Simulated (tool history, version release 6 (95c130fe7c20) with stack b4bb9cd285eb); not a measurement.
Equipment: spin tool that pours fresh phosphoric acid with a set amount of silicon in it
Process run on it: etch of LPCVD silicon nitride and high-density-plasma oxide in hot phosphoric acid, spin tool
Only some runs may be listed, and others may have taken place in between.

run  hour  temperature setpoint of the liquid (°C)  silicon dissolved in the acid as it is poured (mg a litre)  time under the liquid (s)  thickness taken off the LPCVD silicon nitride on a monitor wafer (Å)  thickness taken off the high-density-plasma oxide on a monitor wafer (Å)
  1     0                                      163                                                        20.5                         70                                                                67.505                                                                    3.4024
  2   3.5                                    164.5                                                        20.5                         70                                                                71.949                                                                    4.5844
  3   4.9                                    164.5                                                          25                         70                                                                 72.39                                                                    4.3094
  4   5.6                                    164.5                                                          14                         70                                                                71.749                                                                    6.1287
  5  12.7                                    164.5                                                        18.5                         70                                                                 71.16                                                                    4.6253
  6  17.4                                    164.5                                                        18.5                         55                                                                56.782                                                                    3.4131
  7  22.5                                      165                                                        17.5                         55                                                                57.394                                                                     3.772

Predict the results of run 8:
  8  23.6                                    165.5                                                        16.5                         55                                                                     ?                                                                         ?

thickness taken off the LPCVD silicon nitride on a monitor wafer (Å): 58.123
thickness taken off the high-density-plasma oxide on a monitor wafer (Å): 3.9382

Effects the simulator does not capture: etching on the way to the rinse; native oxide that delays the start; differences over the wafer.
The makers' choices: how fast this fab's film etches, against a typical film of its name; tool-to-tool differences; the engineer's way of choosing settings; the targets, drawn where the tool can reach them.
